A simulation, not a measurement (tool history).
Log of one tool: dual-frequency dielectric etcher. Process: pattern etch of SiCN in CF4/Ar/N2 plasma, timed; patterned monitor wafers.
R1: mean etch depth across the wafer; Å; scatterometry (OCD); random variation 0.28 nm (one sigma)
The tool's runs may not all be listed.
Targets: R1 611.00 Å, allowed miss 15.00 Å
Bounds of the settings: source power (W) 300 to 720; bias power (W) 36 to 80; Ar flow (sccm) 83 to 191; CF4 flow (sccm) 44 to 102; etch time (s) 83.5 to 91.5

run 1 hour=0.0 | source_power_(W)=510 bias_power_(W)=58 Ar_flow_(sccm)=137 CF4_flow_(sccm)=73 etch_time_(s)=91.5 | R1=771.96
run 2 hour=0.6 | source_power_(W)=470 bias_power_(W)=57 Ar_flow_(sccm)=137 CF4_flow_(sccm)=73 etch_time_(s)=91.5 | R1=717.87
run 3 hour=8.2 | source_power_(W)=470 bias_power_(W)=57 Ar_flow_(sccm)=137 CF4_flow_(sccm)=73 etch_time_(s)=83.5 | R1=654.22
run 4 hour=12.5 | source_power_(W)=460 bias_power_(W)=57 Ar_flow_(sccm)=137 CF4_flow_(sccm)=73 etch_time_(s)=83.5 | R1=642.96
run 5 hour=16.6 | source_power_(W)=450 bias_power_(W)=57 Ar_flow_(sccm)=137 CF4_flow_(sccm)=73 etch_time_(s)=83.5 | R1=630.28
run 6 hour=19.6 | source_power_(W)=520 bias_power_(W)=57 Ar_flow_(sccm)=137 CF4_flow_(sccm)=73 etch_time_(s)=83.5 | R1=708.18
run 7 hour=26.2 | source_power_(W)=490 bias_power_(W)=57 Ar_flow_(sccm)=137 CF4_flow_(sccm)=73 etch_time_(s)=83.5 | R1=682.54
run 8 hour=28.1 | source_power_(W)=470 bias_power_(W)=57 Ar_flow_(sccm)=137 CF4_flow_(sccm)=73 etch_time_(s)=83.5 | R1=649.96

5 next moves are on the table. One of them brings every result within its allowed miss. Which?
run A hour=30.0 | source_power_(W)=450 bias_power_(W)=56 Ar_flow_(sccm)=134 CF4_flow_(sccm)=71 etch_time_(s)=90.0 | R1=?
run B hour=30.0 | source_power_(W)=470 bias_power_(W)=48 Ar_flow_(sccm)=143 CF4_flow_(sccm)=55 etch_time_(s)=85.0 | R1=?
run C hour=30.0 | source_power_(W)=510 bias_power_(W)=54 Ar_flow_(sccm)=127 CF4_flow_(sccm)=66 etch_time_(s)=85.0 | R1=?
run D hour=30.0 | source_power_(W)=430 bias_power_(W)=57 Ar_flow_(sccm)=117 CF4_flow_(sccm)=69 etch_time_(s)=90.0 | R1=?
run E hour=30.0 | source_power_(W)=460 bias_power_(W)=62 Ar_flow_(sccm)=147 CF4_flow_(sccm)=69 etch_time_(s)=84.0 | R1=?

move=A R1=679.39
move=B R1=608.69
move=C R1=707.91
move=D R1=666.80
move=E R1=651.30
A: further off than the last run
B: meets every target
C: further off than the last run
D: further off than the last run
E: as far off as the last run
The right move is B.

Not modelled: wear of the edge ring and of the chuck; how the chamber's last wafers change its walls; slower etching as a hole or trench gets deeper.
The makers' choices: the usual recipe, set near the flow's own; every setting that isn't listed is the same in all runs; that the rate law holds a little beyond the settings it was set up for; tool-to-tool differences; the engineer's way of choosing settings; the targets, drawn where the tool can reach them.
